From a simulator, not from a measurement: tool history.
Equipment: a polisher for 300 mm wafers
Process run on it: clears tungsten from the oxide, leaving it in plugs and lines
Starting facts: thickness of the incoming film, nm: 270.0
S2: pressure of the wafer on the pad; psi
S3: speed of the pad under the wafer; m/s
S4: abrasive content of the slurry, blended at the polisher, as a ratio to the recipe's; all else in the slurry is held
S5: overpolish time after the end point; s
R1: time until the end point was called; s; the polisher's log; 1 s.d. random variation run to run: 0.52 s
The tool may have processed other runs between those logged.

Run 1, day 0.000: flow of slurry (ml/min) 275, S2 2.8 psi, S3 0.96 m/s, S4 1.0, S5 50 s. Result: R1 103.960 s.
Run 2, day 0.079: flow of slurry (ml/min) 275, S2 3.2 psi, S3 0.96 m/s, S4 1.0, S5 50 s. Result: R1 94.350 s.
Run 3, day 0.212: flow of slurry (ml/min) 275, S2 3.5 psi, S3 0.98 m/s, S4 1.0, S5 50 s. Result: R1 84.715 s.
Run 4, day 0.504: flow of slurry (ml/min) 275, S2 3.5 psi, S3 0.98 m/s, S4 1.0, S5 50 s. Result: R1 83.604 s.
Run 5, day 0.858: flow of slurry (ml/min) 275, S2 3.5 psi, S3 0.98 m/s, S4 1.0, S5 53 s. Result: R1 83.400 s.
Run 6, day 1.067: flow of slurry (ml/min) 275, S2 3.7 psi, S3 0.98 m/s, S4 1.0, S5 53 s. Result: R1 79.426 s.

What does the tool deliver on the next run?
Run 7, day 1.404: flow of slurry (ml/min) 275, S2 3.9 psi, S3 0.98 m/s, S4 1.0, S5 53 s. Result: R1 ?.

R1: 75.173 s
